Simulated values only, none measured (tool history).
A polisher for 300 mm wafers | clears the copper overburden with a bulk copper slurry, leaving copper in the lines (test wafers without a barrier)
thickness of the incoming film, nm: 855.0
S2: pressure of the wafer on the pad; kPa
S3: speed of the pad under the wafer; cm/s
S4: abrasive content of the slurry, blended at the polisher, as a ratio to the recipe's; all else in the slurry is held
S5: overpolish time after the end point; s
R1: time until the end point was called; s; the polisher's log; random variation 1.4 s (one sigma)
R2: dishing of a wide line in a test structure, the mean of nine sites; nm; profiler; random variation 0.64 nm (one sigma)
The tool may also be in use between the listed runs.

Run 1, day 0: flow of slurry (ml/min) 185, S2 13.8 kPa, S3 142 cm/s, S4 1, S5 10 s. Result: R1 82.406 s, R2 49.39 nm.
Run 2, day 0.371: flow of slurry (ml/min) 185, S2 12.4 kPa, S3 142 cm/s, S4 1, S5 10 s. Result: R1 90.907 s, R2 46.069 nm.
Run 3, day 0.725: flow of slurry (ml/min) 180, S2 13.8 kPa, S3 140 cm/s, S4 1, S5 12 s. Result: R1 84.531 s, R2 55.672 nm.
Run 4, day 1.038: flow of slurry (ml/min) 180, S2 13.8 kPa, S3 140 cm/s, S4 1, S5 9 s. Result: R1 81.591 s, R2 46.781 nm.
Run 5, day 1.338: flow of slurry (ml/min) 180, S2 14.5 kPa, S3 138 cm/s, S4 1, S5 11 s. Result: R1 81.158 s, R2 52.6 nm.
Run 6, day 1.604: flow of slurry (ml/min) 180, S2 14.5 kPa, S3 138 cm/s, S4 1, S5 9 s. Result: R1 80.318 s, R2 47.837 nm.
Run 7, day 1.817: flow of slurry (ml/min) 180, S2 15.2 kPa, S3 134 cm/s, S4 1, S5 12 s. Result: R1 80.204 s, R2 56.089 nm.

Forecast run 8:
Run 8, day 1.925: flow of slurry (ml/min) 180, S2 15.2 kPa, S3 134 cm/s, S4 1, S5 13 s. Result: R1 ?, R2 ?.

{"run 8": {"R1": 78.887, "R2": 59.682}}
